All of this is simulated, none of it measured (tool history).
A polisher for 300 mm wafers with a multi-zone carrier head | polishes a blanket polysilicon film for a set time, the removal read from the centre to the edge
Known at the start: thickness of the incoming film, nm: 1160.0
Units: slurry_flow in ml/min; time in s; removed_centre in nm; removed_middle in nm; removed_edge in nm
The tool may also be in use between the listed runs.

{"run": 1, "hour": 0.0, "slurry_flow": 255, "centre_zone": 1, "middle_zone": 1, "edge_zone": 1, "time": 69, "removed_centre": 442.06, "removed_middle": 425.45, "removed_edge": 460.96}
{"run": 2, "hour": 1.4, "slurry_flow": 255, "centre_zone": 0.92, "middle_zone": 1, "edge_zone": 1, "time": 69, "removed_centre": 406.94, "removed_middle": 425.98, "removed_edge": 475.36}
{"run": 3, "hour": 6.7, "slurry_flow": 255, "centre_zone": 0.92, "middle_zone": 1, "edge_zone": 0.96, "time": 69, "removed_centre": 408.57, "removed_middle": 430.79, "removed_edge": 461.34}
{"run": 4, "hour": 9.5, "slurry_flow": 260, "centre_zone": 0.94, "middle_zone": 1.03, "edge_zone": 0.98, "time": 72, "removed_centre": 431.71, "removed_middle": 452.69, "removed_edge": 488.74}
{"run": 5, "hour": 17.5, "slurry_flow": 260, "centre_zone": 0.88, "middle_zone": 1.03, "edge_zone": 0.98, "time": 72, "removed_centre": 404.87, "removed_middle": 461.21, "removed_edge": 493.37}
{"run": 6, "hour": 19.1, "slurry_flow": 260, "centre_zone": 0.88, "middle_zone": 1.08, "edge_zone": 0.98, "time": 72, "removed_centre": 407.37, "removed_middle": 474.13, "removed_edge": 484.77}

The next listed run, before its measurement:
{"run": 7, "hour": 19.9, "slurry_flow": 270, "centre_zone": 0.9, "middle_zone": 1.09, "edge_zone": 0.99, "time": 75, "removed_centre": "?", "removed_middle": "?", "removed_edge": "?"}

removed_centre: 436.43 nm
removed_middle: 502.35 nm
removed_edge: 510.6 nm
